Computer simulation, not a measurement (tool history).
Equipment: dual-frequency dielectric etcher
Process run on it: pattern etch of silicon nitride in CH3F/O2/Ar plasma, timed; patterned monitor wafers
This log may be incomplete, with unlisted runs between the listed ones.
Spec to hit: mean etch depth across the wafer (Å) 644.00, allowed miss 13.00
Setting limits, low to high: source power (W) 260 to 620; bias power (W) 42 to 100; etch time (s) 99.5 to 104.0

run    day  source power (W)  bias power (W)  etch time (s)  mean etch depth across the wafer (Å)
  1  0.000               440              71           99.5                                704.91
  2  0.062               420              70           99.5                                691.87
  3  0.208               410              69           99.5                                682.75
  4  0.442               440              69           99.5                                703.61
  5  0.696               440              69          104.0                                732.66
  6  0.733               390              69          104.0                                700.24
  7  0.988               380              69          104.0                                699.01
  8  1.271               370              69          104.0                                693.29
  9  1.583               290              66          104.0                                632.58

Of the 5 settings listed for the next run, only one would bring every result within its allowed miss of target. Which one?
  A  1.896               260              65          102.5                                     ?
  B  1.896               280              68           99.5                                     ?
  C  1.896               300              70          104.0                                     ?
  D  1.896               260              65          104.0                                     ?
  E  1.896               320              67           99.5                                     ?

move  mean etch depth across the wafer (Å)
   A                                596.91
   B                                599.74
   C                                645.35
   D                                605.65
   E                                623.15
A: its largest miss is bigger than the last run's
B: its largest miss is bigger than the last run's
C: all results in spec
D: its largest miss is bigger than the last run's
E: its largest miss is bigger than the last run's
C meets every target.
